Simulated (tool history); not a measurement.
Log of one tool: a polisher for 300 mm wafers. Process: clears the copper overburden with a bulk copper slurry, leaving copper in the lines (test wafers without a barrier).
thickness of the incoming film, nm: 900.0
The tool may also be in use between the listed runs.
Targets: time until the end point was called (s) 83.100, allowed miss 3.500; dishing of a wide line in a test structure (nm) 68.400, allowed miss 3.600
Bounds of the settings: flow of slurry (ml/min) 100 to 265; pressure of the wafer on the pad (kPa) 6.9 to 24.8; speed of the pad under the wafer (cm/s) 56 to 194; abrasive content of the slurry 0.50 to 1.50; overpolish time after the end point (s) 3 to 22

| run | hour | flow of slurry (ml/min) | pressure of the wafer on the pad (kPa) | speed of the pad under the wafer (cm/s) | abrasive content of the slurry | overpolish time after the end point (s) | time until the end point was called (s) | dishing of a wide line in a test structure (nm) |
|---|---|---|---|---|---|---|---|---|
| 1 | 0.0 | 170 | 15.9 | 124 | 1.00 | 11 | 91.337 | 50.378 |
| 2 | 8.2 | 170 | 16.5 | 124 | 1.00 | 12 | 88.300 | 54.070 |
| 3 | 16.2 | 170 | 16.5 | 124 | 1.00 | 14 | 90.070 | 59.779 |
| 4 | 22.7 | 170 | 16.5 | 110 | 1.00 | 14 | 100.480 | 54.706 |
| 5 | 27.2 | 170 | 16.5 | 110 | 1.10 | 14 | 98.387 | 56.374 |
| 6 | 33.6 | 170 | 17.2 | 110 | 1.10 | 14 | 94.762 | 58.181 |
| 7 | 35.0 | 175 | 17.9 | 110 | 1.10 | 14 | 90.109 | 60.030 |
| 8 | 41.1 | 180 | 17.9 | 110 | 1.10 | 14 | 90.197 | 58.628 |
| 9 | 47.7 | 175 | 18.6 | 110 | 1.10 | 15 | 86.975 | 62.618 |

4 next moves are on the table. One of them brings every result within its allowed miss. Which?
| A | 54.3 | 175 | 16.5 | 128 | 1.10 | 17 | ? | ? |
| B | 54.3 | 185 | 18.6 | 118 | 1.00 | 13 | ? | ? |
| C | 54.3 | 200 | 18.6 | 108 | 1.00 | 19 | ? | ? |
| D | 54.3 | 195 | 20.7 | 92 | 1.05 | 12 | ? | ? |

| move | time until the end point was called (s) | dishing of a wide line in a test structure (nm) |
|---|---|---|
| A | 83.240 | 66.892 |
| B | 83.603 | 59.578 |
| C | 90.041 | 68.687 |
| D | 95.123 | 53.382 |
A: meets every target
B: further off than the last run
C: brings the result that was furthest off to its target, and leaves another outside
D: further off than the last run
Answer: A
